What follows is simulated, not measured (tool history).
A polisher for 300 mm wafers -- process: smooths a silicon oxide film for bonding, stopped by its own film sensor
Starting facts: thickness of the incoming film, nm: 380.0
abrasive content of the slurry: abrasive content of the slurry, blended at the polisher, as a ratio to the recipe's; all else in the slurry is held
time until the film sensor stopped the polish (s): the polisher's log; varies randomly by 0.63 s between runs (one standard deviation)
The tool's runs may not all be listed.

run,hour,flow of slurry (ml/min),pressure of the wafer on the pad (kPa),speed of the pad under the wafer (m/s),abrasive content of the slurry,target thickness at which the film sensor stops the polish (Å),time until the film sensor stopped the polish (s)
1,0,195,11,1.1,1,3360,65.492
2,6.1,195,11,1.1,0.8,3360,72.235
3,10.3,195,12.4,1.1,0.8,3360,63.545
4,15.4,195,9.7,1.1,0.8,3360,84.783
5,23.3,195,12.4,1.1,0.8,3360,67.783
6,25.5,195,12.4,1.1,0.95,3360,58.468
# hour 31.3: worn pad replaced by a new one
7,31.3,195,12.4,1.1,0.95,3360,54.151

Predict the results of run 8:
8,38.5,195,15.9,1.16,0.95,3360,?

time until the film sensor stopped the polish (s): 41.874
